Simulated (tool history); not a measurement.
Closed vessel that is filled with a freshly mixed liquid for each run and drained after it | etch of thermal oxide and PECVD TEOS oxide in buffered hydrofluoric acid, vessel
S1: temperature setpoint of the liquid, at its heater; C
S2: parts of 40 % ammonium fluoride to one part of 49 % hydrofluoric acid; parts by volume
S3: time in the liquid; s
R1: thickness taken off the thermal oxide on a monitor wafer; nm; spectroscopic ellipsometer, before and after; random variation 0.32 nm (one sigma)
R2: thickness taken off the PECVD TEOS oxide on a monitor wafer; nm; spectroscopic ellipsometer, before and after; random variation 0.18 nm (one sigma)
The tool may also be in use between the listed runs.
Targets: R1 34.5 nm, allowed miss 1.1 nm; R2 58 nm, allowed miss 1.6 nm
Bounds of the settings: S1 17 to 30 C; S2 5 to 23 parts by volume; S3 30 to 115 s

run 1 hour=0 | S1=22 S2=14 S3=60 | R1=47.845 R2=80.021
run 2 hour=5.6 | S1=22 S2=14 S3=75 | R1=60.029 R2=99.855
run 3 hour=12.8 | S1=22 S2=12.5 S3=75 | R1=66.295 R2=111.42
run 4 hour=14 | S1=22 S2=12.5 S3=55 | R1=48.088 R2=82.299
run 5 hour=15.9 | S1=24 S2=12.5 S3=55 | R1=54.329 R2=91.713
run 6 hour=17.4 | S1=21.5 S2=13 S3=55 | R1=46.17 R2=77.287
run 7 hour=17.9 | S1=20 S2=13.5 S3=55 | R1=40.913 R2=67.994
run 8 hour=19.4 | S1=19 S2=13.5 S3=55 | R1=37.806 R2=64.504
run 9 hour=24 | S1=18.5 S2=13.5 S3=55 | R1=37.148 R2=62.768
run 10 hour=30.1 | S1=18 S2=13.5 S3=55 | R1=35.863 R2=61.278

Which of these 5 next moves meets every target?
run A hour=36.2 | S1=17 S2=12 S3=55 | R1=? R2=?
run B hour=36.2 | S1=19 S2=13.5 S3=55 | R1=? R2=?
run C hour=36.2 | S1=19 S2=16 S3=65 | R1=? R2=?
run D hour=36.2 | S1=19 S2=10.5 S3=45 | R1=? R2=?
run E hour=36.2 | S1=17 S2=17 S3=70 | R1=? R2=?

move=A R1=38.575 R2=64.729
move=B R1=38.503 R2=64.607
move=C R1=38.501 R2=64.605
move=D R1=40.281 R2=67.591
move=E R1=34.86 R2=58.494
A: further off than the last run
B: further off than the last run
C: further off than the last run
D: further off than the last run
E: meets every target
Answer: E

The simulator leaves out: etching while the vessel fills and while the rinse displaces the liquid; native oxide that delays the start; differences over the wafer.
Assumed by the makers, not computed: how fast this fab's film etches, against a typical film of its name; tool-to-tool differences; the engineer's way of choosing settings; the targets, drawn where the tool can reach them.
